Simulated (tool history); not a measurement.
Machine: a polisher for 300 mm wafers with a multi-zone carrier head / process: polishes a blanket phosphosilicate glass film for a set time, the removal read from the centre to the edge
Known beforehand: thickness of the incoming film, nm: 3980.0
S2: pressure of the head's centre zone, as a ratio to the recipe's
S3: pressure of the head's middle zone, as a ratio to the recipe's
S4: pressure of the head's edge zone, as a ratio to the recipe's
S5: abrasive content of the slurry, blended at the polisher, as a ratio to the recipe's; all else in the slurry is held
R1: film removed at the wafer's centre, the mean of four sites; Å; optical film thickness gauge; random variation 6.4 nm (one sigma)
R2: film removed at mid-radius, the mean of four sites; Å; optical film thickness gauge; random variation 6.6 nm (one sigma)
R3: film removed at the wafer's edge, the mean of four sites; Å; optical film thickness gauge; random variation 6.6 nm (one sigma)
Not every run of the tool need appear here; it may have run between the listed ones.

{"run": 1, "hour": 0.0, "flow of slurry (ml/min)": 310, "S2": 1, "S3": 1, "S4": 1, "S5": 1, "polishing time (s)": 81, "R1": 6087.7, "R2": 6215.1, "R3": 6215}
{"run": 2, "hour": 2.5, "flow of slurry (ml/min)": 245, "S2": 1, "S3": 1, "S4": 1, "S5": 1, "polishing time (s)": 81, "R1": 6062.5, "R2": 5952.3, "R3": 5943.2}
{"run": 3, "hour": 6.7, "flow of slurry (ml/min)": 245, "S2": 1, "S3": 1, "S4": 1, "S5": 0.85, "polishing time (s)": 81, "R1": 5531.9, "R2": 5639.8, "R3": 5596.1}
{"run": 4, "hour": 13.6, "flow of slurry (ml/min)": 245, "S2": 1, "S3": 1, "S4": 0.93, "S5": 0.85, "polishing time (s)": 81, "R1": 5562.6, "R2": 5579.4, "R3": 5449.6}
{"run": 5, "hour": 17.6, "flow of slurry (ml/min)": 185, "S2": 1, "S3": 1, "S4": 0.93, "S5": 0.85, "polishing time (s)": 81, "R1": 5233.2, "R2": 5318.7, "R3": 5283.9}
{"run": 6, "hour": 23.3, "flow of slurry (ml/min)": 235, "S2": 0.95, "S3": 1.01, "S4": 1, "S5": 0.9, "polishing time (s)": 81, "R1": 5301.6, "R2": 5700.4, "R3": 5631.4}
{"hour": 29.0, "done": "worn pad replaced by a new one"}
{"run": 7, "hour": 29.0, "flow of slurry (ml/min)": 280, "S2": 0.92, "S3": 1.02, "S4": 1.05, "S5": 0.95, "polishing time (s)": 81, "R1": 5790.9, "R2": 6606, "R3": 6543.5}
{"run": 8, "hour": 32.3, "flow of slurry (ml/min)": 295, "S2": 0.9, "S3": 1.02, "S4": 1.05, "S5": 0.95, "polishing time (s)": 81, "R1": 5823.6, "R2": 6589, "R3": 6673}
{"run": 9, "hour": 36.7, "flow of slurry (ml/min)": 305, "S2": 0.88, "S3": 1.03, "S4": 1.05, "S5": 0.95, "polishing time (s)": 81, "R1": 5770.2, "R2": 6646.8, "R3": 6644}
{"run": 10, "hour": 43.6, "flow of slurry (ml/min)": 315, "S2": 0.86, "S3": 1.04, "S4": 1.06, "S5": 0.95, "polishing time (s)": 81, "R1": 5602.6, "R2": 6745.6, "R3": 6724.6}
{"run": 11, "hour": 50.2, "flow of slurry (ml/min)": 325, "S2": 0.85, "S3": 1.04, "S4": 1.07, "S5": 0.95, "polishing time (s)": 81, "R1": 5571.1, "R2": 6704.4, "R3": 6850.6}

Run 12 has not been measured yet. What should we expect?
{"run": 12, "hour": 52.8, "flow of slurry (ml/min)": 330, "S2": 0.85, "S3": 1.05, "S4": 1.07, "S5": 0.95, "polishing time (s)": 81, "R1": "?", "R2": "?", "R3": "?"}

For run 12 the tool returned R1 5545.8 Å, R2 6779.4 Å, R3 6853.1 Å.

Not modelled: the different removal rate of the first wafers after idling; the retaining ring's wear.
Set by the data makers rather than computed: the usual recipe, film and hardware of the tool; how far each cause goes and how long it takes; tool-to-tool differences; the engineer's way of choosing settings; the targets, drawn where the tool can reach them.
